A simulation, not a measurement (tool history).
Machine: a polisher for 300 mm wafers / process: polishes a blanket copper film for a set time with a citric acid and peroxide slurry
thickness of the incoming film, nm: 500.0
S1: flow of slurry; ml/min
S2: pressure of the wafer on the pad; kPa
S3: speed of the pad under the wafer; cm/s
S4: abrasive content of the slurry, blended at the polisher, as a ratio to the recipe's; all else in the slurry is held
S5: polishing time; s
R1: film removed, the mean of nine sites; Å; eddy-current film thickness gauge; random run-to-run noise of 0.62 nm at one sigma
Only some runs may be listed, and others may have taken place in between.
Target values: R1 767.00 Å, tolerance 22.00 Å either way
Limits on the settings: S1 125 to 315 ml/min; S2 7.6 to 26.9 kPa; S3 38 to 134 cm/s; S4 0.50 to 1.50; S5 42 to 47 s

Run 1, hour 0.0: S1 205 ml/min, S2 17.2 kPa, S3 86 cm/s, S4 1.00, S5 47 s. Result: R1 664.02 Å.
Run 2, hour 5.0: S1 205 ml/min, S2 17.2 kPa, S3 76 cm/s, S4 1.00, S5 47 s. Result: R1 591.35 Å.
Run 3, hour 6.4: S1 175 ml/min, S2 17.2 kPa, S3 76 cm/s, S4 1.00, S5 47 s. Result: R1 576.00 Å.
Run 4, hour 13.6: S1 180 ml/min, S2 17.9 kPa, S3 76 cm/s, S4 1.00, S5 47 s. Result: R1 600.39 Å.
Run 5, hour 22.0: S1 180 ml/min, S2 17.9 kPa, S3 68 cm/s, S4 1.00, S5 47 s. Result: R1 534.31 Å.
Run 6, hour 25.1: S1 180 ml/min, S2 20.0 kPa, S3 68 cm/s, S4 1.00, S5 47 s. Result: R1 601.27 Å.
Run 7, hour 26.7: S1 185 ml/min, S2 20.7 kPa, S3 68 cm/s, S4 1.00, S5 47 s. Result: R1 616.37 Å.
Run 8, hour 28.5: S1 190 ml/min, S2 21.4 kPa, S3 68 cm/s, S4 1.00, S5 47 s. Result: R1 652.71 Å.
Run 9, hour 35.2: S1 195 ml/min, S2 21.4 kPa, S3 68 cm/s, S4 1.00, S5 47 s. Result: R1 646.88 Å.
Run 10, hour 36.9: S1 195 ml/min, S2 21.4 kPa, S3 68 cm/s, S4 1.00, S5 47 s. Result: R1 644.19 Å.
Run 11, hour 42.6: S1 195 ml/min, S2 22.1 kPa, S3 68 cm/s, S4 1.00, S5 47 s. Result: R1 662.14 Å.
Run 12, hour 49.0: S1 200 ml/min, S2 24.1 kPa, S3 68 cm/s, S4 1.00, S5 47 s. Result: R1 729.70 Å.

Which of these 5 next moves meets every target?
Run A, hour 55.4: S1 215 ml/min, S2 26.2 kPa, S3 72 cm/s, S4 0.95, S5 43 s. Result: R1 ?.
Run B, hour 55.4: S1 200 ml/min, S2 24.8 kPa, S3 72 cm/s, S4 1.05, S5 47 s. Result: R1 ?.
Run C, hour 55.4: S1 175 ml/min, S2 26.2 kPa, S3 76 cm/s, S4 1.05, S5 45 s. Result: R1 ?.
Run D, hour 55.4: S1 270 ml/min, S2 26.9 kPa, S3 54 cm/s, S4 1.40, S5 47 s. Result: R1 ?.
Run E, hour 55.4: S1 270 ml/min, S2 20.0 kPa, S3 78 cm/s, S4 0.90, S5 47 s. Result: R1 ?.

move      R1
   A  780.77
   B  816.44
   C  850.39
   D  732.42
   E  721.77
A: every result lands within tolerance
B: moves the result that the last run missed by most past its target, out the other side
C: moves the result that the last run missed by most past its target, out the other side
D: nearer than the last run, and not there yet
E: the biggest miss grows against the last run
Go with A: it meets all targets.
